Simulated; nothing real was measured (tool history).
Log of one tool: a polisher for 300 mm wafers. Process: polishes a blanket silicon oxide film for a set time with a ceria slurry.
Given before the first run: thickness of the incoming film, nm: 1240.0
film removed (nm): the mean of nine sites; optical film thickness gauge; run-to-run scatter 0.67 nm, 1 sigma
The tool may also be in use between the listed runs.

run,hour,flow of slurry (ml/min),pressure of the wafer on the pad (psi),speed of the pad under the wafer (m/s),polishing time (s),film removed (nm)
1,0.0,170,2.1,0.98,88,248.77
2,3.4,170,2.1,0.98,92,263.55
3,10.4,165,1.8,0.88,92,204.03
4,18.3,130,1.8,0.88,92,195.44
5,21.0,150,1.8,0.88,92,199.17
6,24.6,145,1.6,0.82,92,165.20
7,33.6,145,1.6,0.82,92,167.00
8,37.4,145,1.6,0.82,92,165.67

For run 9, what comes out?
9,39.4,140,1.5,0.78,92,?

film removed (nm): 148.06
